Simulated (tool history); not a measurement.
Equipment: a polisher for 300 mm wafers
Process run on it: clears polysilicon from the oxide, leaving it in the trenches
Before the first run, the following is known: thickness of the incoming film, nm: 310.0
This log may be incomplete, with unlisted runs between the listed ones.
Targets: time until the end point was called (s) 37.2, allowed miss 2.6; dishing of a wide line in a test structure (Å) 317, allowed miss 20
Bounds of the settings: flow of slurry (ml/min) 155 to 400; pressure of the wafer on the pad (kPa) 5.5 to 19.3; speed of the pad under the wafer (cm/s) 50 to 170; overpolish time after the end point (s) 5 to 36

run  hour  flow of slurry (ml/min)  pressure of the wafer on the pad (kPa)  speed of the pad under the wafer (cm/s)  overpolish time after the end point (s)  time until the end point was called (s)  dishing of a wide line in a test structure (Å)
  1     0                      255                                    12.4                                      110                                       18                                   37.244                                          447.01
  2   3.8                      310                                    12.4                                      110                                       18                                   35.622                                          452.49
  3   6.4                      280                                    12.4                                      110                                       15                                   35.157                                          437.05
  4  11.3                      280                                    15.2                                      110                                       15                                   29.986                                          470.25
  5  19.3                      255                                    13.1                                      120                                       13                                   31.313                                          443.73
  6  23.1                      235                                    11.7                                      128                                       11                                   33.219                                          427.64
  7  27.4                      165                                     8.3                                      158                                        5                                   40.997                                          274.42
  8  35.2                      165                                     8.3                                      158                                        5                                   40.008                                          277.69
  9  39.6                      165                                       9                                      160                                       14                                   36.974                                          446.11
 10  44.1                      170                                       9                                      160                                       13                                   36.713                                          445.21
 11  51.4                      155                                     8.3                                      158                                        5                                   39.875                                          271.19
 12  59.6                      160                                     8.3                                      158                                        5                                    41.54                                           272.6
 13  63.8                      165                                     8.3                                      158                                        5                                   38.909                                          271.16

4 candidate next runs follow, results not yet known. Just one meets every target within its allowed miss. Identify it.
  A    68                      155                                       9                                      142                                        7                                        ?                                               ?
  B    68                      155                                       9                                      158                                        6                                        ?                                               ?
  C    68                      170                                     9.7                                      146                                        8                                        ?                                               ?
  D    68                      160                                      11                                      162                                        5                                        ?                                               ?

move  time until the end point was called (s)  dishing of a wide line in a test structure (Å)
   A                                   42.222                                           316.4
   B                                   38.037                                          307.98
   C                                    37.58                                          357.28
   D                                   30.195                                           316.2
A: puts the biggest miss on target and leaves a different result outside tolerance
B: each result inside its tolerance
C: moves the result that the last run missed by most past its target, out the other side
D: puts the biggest miss on target and leaves a different result outside tolerance
Go with B: it meets all targets.
